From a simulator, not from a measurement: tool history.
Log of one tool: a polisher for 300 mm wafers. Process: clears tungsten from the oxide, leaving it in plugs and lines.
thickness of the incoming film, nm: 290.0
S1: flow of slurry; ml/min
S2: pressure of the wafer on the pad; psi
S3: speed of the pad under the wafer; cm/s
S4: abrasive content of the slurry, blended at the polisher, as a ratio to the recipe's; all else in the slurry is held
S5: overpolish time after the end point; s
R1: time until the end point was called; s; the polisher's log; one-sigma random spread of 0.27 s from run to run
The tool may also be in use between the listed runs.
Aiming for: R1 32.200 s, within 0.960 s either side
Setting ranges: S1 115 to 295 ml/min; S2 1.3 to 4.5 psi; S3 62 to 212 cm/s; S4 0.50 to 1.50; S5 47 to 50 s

| run | day | S1 | S2 | S3 | S4 | S5 | R1 |
|---|---|---|---|---|---|---|---|
| 1 | 0.000 | 190 | 2.9 | 136 | 1.00 | 47 | 50.199 |
| 2 | 0.262 | 190 | 2.9 | 136 | 0.80 | 47 | 52.798 |
| 3 | 0.358 | 195 | 3.1 | 136 | 0.80 | 47 | 50.162 |
| 4 | 0.392 | 195 | 3.1 | 164 | 0.80 | 47 | 42.752 |
| 5 | 0.662 | 235 | 3.1 | 164 | 0.80 | 47 | 41.661 |
| 6 | 0.754 | 235 | 3.1 | 164 | 0.80 | 50 | 41.776 |
| 7 | 1.129 | 235 | 3.2 | 164 | 0.80 | 50 | 41.436 |
| 8 | 1.267 | 235 | 3.3 | 164 | 0.80 | 50 | 39.693 |
| 9 | 1.392 | 235 | 3.4 | 164 | 0.80 | 50 | 38.088 |
| 10 | 1.633 | 235 | 3.5 | 164 | 0.80 | 50 | 37.271 |
| 11 | 1.871 | 235 | 3.6 | 164 | 0.80 | 50 | 35.942 |
| 12 | 1.938 | 235 | 3.8 | 164 | 0.80 | 50 | 34.880 |

Next run, 4 choices. One meets every target within its allowed miss, the rest don't. Which?
| A | 2.004 | 285 | 3.6 | 186 | 0.80 | 47 | ? |
| B | 2.004 | 240 | 4.5 | 160 | 0.75 | 50 | ? |
| C | 2.004 | 265 | 4.3 | 160 | 0.85 | 47 | ? |
| D | 2.004 | 250 | 4.1 | 172 | 0.80 | 50 | ? |

| move | R1 |
|---|---|
| A | 31.528 |
| B | 29.541 |
| C | 29.753 |
| D | 29.974 |
A: every result within its allowed miss
B: moves the result that the last run missed by most past its target, out the other side
C: moves the result that the last run missed by most past its target, out the other side
D: moves the result that the last run missed by most past its target, out the other side
Correct choice: A, which meets every target

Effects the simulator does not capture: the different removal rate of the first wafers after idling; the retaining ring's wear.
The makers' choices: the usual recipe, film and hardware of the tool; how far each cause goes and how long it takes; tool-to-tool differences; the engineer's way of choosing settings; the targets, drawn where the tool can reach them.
